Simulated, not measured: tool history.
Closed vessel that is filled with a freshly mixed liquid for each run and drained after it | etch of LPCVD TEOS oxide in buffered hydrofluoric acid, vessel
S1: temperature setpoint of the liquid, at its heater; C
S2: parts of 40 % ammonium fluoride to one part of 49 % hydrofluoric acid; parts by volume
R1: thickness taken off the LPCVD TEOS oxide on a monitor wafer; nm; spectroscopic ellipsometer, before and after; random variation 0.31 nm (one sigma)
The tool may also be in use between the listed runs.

run 1 hour=0.0 | S1=22.0 S2=19.5 time_in_the_liquid_(s)=105 | R1=138.57
run 2 hour=1.1 | S1=22.0 S2=19.5 time_in_the_liquid_(s)=105 | R1=138.55
run 3 hour=2.8 | S1=20.5 S2=20.0 time_in_the_liquid_(s)=105 | R1=123.79
run 4 hour=10.2 | S1=22.5 S2=20.0 time_in_the_liquid_(s)=105 | R1=138.48
run 5 hour=14.6 | S1=22.5 S2=20.0 time_in_the_liquid_(s)=115 | R1=152.62
run 6 hour=15.5 | S1=21.0 S2=21.0 time_in_the_liquid_(s)=115 | R1=133.97
-- hour=24.5 hydrofluoric acid flow meter replaced
run 7 hour=24.5 | S1=20.0 S2=21.5 time_in_the_liquid_(s)=115 | R1=115.18

The next listed run, before its measurement:
run 8 hour=27.7 | S1=19.5 S2=21.5 time_in_the_liquid_(s)=115 | R1=?

Run 8 gave R1 111.52 nm.
